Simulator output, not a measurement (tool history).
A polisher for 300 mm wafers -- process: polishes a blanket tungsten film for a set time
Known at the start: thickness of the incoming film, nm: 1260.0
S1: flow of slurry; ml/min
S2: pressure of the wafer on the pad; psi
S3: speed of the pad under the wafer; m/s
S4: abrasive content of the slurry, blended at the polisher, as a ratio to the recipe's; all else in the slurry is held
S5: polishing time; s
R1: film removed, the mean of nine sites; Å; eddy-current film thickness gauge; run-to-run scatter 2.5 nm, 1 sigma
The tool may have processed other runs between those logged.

run	day	S1	S2	S3	S4	S5	R1
1	0	305	3.3	1.14	1	115	4569.9
2	0.204	305	3.3	1.14	1	115	4710.2
3	0.267	270	3.3	1.14	1	115	4663.4
4	0.571	270	2.8	1.04	1	115	3697.5
5	0.733	270	2.4	0.94	1	115	2882.9
6	0.762	270	2.2	0.9	1	115	2635.3

Run 7 comes next. What will it give?
7	0.962	270	2	0.88	1	115	?

R1: 2359.4 Å
